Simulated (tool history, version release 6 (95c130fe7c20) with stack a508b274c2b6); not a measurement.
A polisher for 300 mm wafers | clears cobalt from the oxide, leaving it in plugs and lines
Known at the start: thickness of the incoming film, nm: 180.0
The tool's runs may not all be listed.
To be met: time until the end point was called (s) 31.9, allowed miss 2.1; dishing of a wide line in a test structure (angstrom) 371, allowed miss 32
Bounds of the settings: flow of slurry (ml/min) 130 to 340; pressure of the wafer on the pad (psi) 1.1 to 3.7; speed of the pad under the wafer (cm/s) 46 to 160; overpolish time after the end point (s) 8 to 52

run,day,flow of slurry (ml/min),pressure of the wafer on the pad (psi),speed of the pad under the wafer (cm/s),overpolish time after the end point (s),time until the end point was called (s),dishing of a wide line in a test structure (angstrom)
1,0,220,2.4,102,26,35.238,674.67
2,0.362,220,2.4,102,21,36.154,599.32
3,0.467,220,2.5,102,17,34.948,568.29
4,0.538,245,2.5,102,17,34.324,554.57
5,0.758,245,2.5,102,12,32.377,459.69
6,0.979,245,2.5,102,21,34.295,626.96
7,1.129,215,2.3,112,17,33.857,570.94
8,1.458,215,2.3,112,17,35.333,550.69
9,1.804,215,2.3,112,17,34.113,557.48
10,1.908,250,2.2,114,15,35.556,505.25
11,2.188,275,2.2,116,13,32.68,504.01
12,2.217,335,1.8,116,8,39.952,306.11
13,2.367,335,1.9,116,8,39.66,320.02
# day 2.508: slurry nozzle cleaned
14,2.508,335,2,118,8,34.474,335.91
15,2.825,330,2,118,8,35.272,366.01

Which of these 4 next moves meets every target?
A,3.142,290,1.9,116,10,?,?
B,3.142,320,1.7,116,12,?,?
C,3.142,340,1.8,116,11,?,?
D,3.142,325,2.1,130,8,?,?

move,time until the end point was called (s),dishing of a wide line in a test structure (angstrom)
A,37.461,382.71
B,41.226,406
C,38.879,398.26
D,30.951,373.99
A: further off than the last run
B: further off than the last run
C: further off than the last run
D: meets every target
Move D is the one to make.
